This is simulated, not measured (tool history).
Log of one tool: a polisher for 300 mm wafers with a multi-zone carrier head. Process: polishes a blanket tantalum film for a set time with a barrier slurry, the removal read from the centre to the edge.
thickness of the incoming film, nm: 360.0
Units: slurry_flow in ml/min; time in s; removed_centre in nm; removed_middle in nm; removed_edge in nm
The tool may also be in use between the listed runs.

run,hour,slurry_flow,centre_zone,middle_zone,edge_zone,slurry_solids,time,removed_centre,removed_middle,removed_edge
1,0,170,1,1,1,1,87,136.01,137.06,136.2
2,1.5,175,0.98,0.99,1.04,1.1,90,141.06,149.19,146.46
3,4,175,0.98,0.99,1.1,1.1,90,145.13,146.91,152.57
4,7.9,175,0.98,0.99,1.13,1.1,90,141,148.16,153.66
# hour 10.9: worn pad replaced by a new one
5,10.9,175,0.98,0.99,1.13,0.95,90,149.02,156.21,168
6,19.7,175,0.98,0.99,1.18,0.95,90,150.68,155.74,168.81
7,26.2,185,0.97,0.99,1.18,0.85,90,145.94,153.5,164.22

Forecast run 8:
8,34.7,170,0.97,0.99,1.18,0.85,93,?,?,?

removed_centre: 148.98 nm
removed_middle: 159.96 nm
removed_edge: 167.85 nm

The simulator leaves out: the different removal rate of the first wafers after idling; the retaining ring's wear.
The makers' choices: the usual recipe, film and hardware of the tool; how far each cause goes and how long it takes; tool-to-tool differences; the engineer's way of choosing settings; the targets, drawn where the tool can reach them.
